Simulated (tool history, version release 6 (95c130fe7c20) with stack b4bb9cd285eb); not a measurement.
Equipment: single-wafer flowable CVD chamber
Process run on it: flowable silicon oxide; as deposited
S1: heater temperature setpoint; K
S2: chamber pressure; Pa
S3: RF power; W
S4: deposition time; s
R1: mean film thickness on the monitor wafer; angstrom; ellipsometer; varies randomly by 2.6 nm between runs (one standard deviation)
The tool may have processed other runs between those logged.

run 1 day=0.000 | S1=373.15 S2=98.5 S3=2485 S4=1058 | R1=6849.9
run 2 day=0.079 | S1=376.15 S2=98.4 S3=2485 S4=1058 | R1=6282.7
run 3 day=0.404 | S1=378.15 S2=98.3 S3=2485 S4=1058 | R1=5932.7
run 4 day=0.546 | S1=378.15 S2=98.3 S3=2175 S4=1058 | R1=5766.4
run 5 day=0.850 | S1=378.15 S2=107.9 S3=2175 S4=1058 | R1=6299.9
run 6 day=0.942 | S1=380.15 S2=107.7 S3=2175 S4=1058 | R1=5879.5

Forecast run 7:
run 7 day=0.988 | S1=381.15 S2=107.7 S3=2175 S4=1058 | R1=?

R1: 5789.5 angstrom
